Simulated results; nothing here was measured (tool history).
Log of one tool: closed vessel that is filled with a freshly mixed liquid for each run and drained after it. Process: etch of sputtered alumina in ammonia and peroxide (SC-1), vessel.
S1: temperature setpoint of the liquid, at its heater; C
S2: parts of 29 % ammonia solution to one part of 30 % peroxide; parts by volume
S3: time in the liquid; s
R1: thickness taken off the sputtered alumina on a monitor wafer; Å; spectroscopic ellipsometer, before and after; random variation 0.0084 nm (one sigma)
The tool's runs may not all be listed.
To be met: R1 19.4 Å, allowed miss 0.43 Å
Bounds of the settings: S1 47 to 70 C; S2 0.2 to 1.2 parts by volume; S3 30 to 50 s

Run 1, hour 0: S1 63 C, S2 0.85 parts by volume, S3 50 s. Result: R1 39.087 Å.
Run 2, hour 8: S1 61 C, S2 0.85 parts by volume, S3 50 s. Result: R1 35.302 Å.
Run 3, hour 12.3: S1 59.5 C, S2 0.85 parts by volume, S3 50 s. Result: R1 32.786 Å.
Run 4, hour 18.4: S1 57 C, S2 0.85 parts by volume, S3 50 s. Result: R1 28.528 Å.
Run 5, hour 27.3: S1 64 C, S2 0.85 parts by volume, S3 50 s. Result: R1 41.208 Å.
Run 6, hour 33.9: S1 64 C, S2 1.05 parts by volume, S3 50 s. Result: R1 42.198 Å.
Run 7, hour 40.8: S1 62 C, S2 1.05 parts by volume, S3 50 s. Result: R1 37.823 Å.
Run 8, hour 41.7: S1 60 C, S2 1.05 parts by volume, S3 50 s. Result: R1 34.058 Å.
Run 9, hour 49.1: S1 60 C, S2 1.05 parts by volume, S3 50 s. Result: R1 34.151 Å.
Run 10, hour 50.3: S1 58.5 C, S2 1.05 parts by volume, S3 50 s. Result: R1 31.997 Å.
Run 11, hour 52.6: S1 57 C, S2 1.05 parts by volume, S3 50 s. Result: R1 29.355 Å.
Run 12, hour 55.2: S1 56 C, S2 1.05 parts by volume, S3 50 s. Result: R1 27.614 Å.
Run 13, hour 60.2: S1 55 C, S2 1.05 parts by volume, S3 50 s. Result: R1 26.488 Å.
Run 14, hour 61.2: S1 54 C, S2 1.05 parts by volume, S3 50 s. Result: R1 25.066 Å.
Run 15, hour 64.9: S1 53.5 C, S2 1.05 parts by volume, S3 50 s. Result: R1 24.383 Å.
Run 16, hour 69.9: S1 53 C, S2 1.05 parts by volume, S3 50 s. Result: R1 23.426 Å.

Which of these 5 next moves meets every target?
Run A, hour 74.9: S1 58.5 C, S2 1.1 parts by volume, S3 50 s. Result: R1 ?.
Run B, hour 74.9: S1 56 C, S2 0.85 parts by volume, S3 50 s. Result: R1 ?.
Run C, hour 74.9: S1 51 C, S2 1.15 parts by volume, S3 40 s. Result: R1 ?.
Run D, hour 74.9: S1 54.5 C, S2 1.1 parts by volume, S3 50 s. Result: R1 ?.
Run E, hour 74.9: S1 49 C, S2 1.2 parts by volume, S3 50 s. Result: R1 ?.

move      R1
   A  31.771
   B  27.205
   C  17.128
   D  25.748
   E  19.259
A: further off than the last run
B: further off than the last run
C: takes the result that was furthest off past its target
D: further off than the last run
E: meets every target
Move E is the one to make.
